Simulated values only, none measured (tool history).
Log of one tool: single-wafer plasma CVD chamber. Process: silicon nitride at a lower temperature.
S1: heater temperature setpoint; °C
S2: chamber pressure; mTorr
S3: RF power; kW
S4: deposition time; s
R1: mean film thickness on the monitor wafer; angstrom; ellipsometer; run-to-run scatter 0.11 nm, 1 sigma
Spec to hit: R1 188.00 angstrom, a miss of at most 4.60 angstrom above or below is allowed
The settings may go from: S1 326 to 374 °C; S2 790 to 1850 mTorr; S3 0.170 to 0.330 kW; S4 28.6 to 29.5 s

run	hour	S1	S2	S3	S4	R1
1	0.0	350	1320	0.250	28.6	255.42
2	4.4	350	1280	0.240	28.6	247.39
3	6.4	350	1280	0.240	29.5	251.35
4	12.5	350	1240	0.235	29.4	245.35
5	20.2	350	1210	0.230	29.3	240.57
6	28.3	350	1180	0.225	29.2	232.75
7	30.7	350	1150	0.220	29.2	228.65
8	38.7	350	1120	0.215	29.2	221.42
9	44.7	350	1090	0.210	29.2	219.00

Which single option among these 4 for the next run brings every result within its allowed miss of target? Just one does.
A	50.7	357	1010	0.205	28.6	?
B	50.7	356	1060	0.180	28.6	?
C	50.7	344	1140	0.185	28.6	?
D	50.7	350	830	0.210	29.3	?

move	R1
A	203.92
B	189.25
C	198.02
D	200.41
A: an improvement on the last run, though not all results are within tolerance
B: every result lands within tolerance
C: an improvement on the last run, though not all results are within tolerance
D: an improvement on the last run, though not all results are within tolerance
So the answer is move B, the one that meets all the targets.
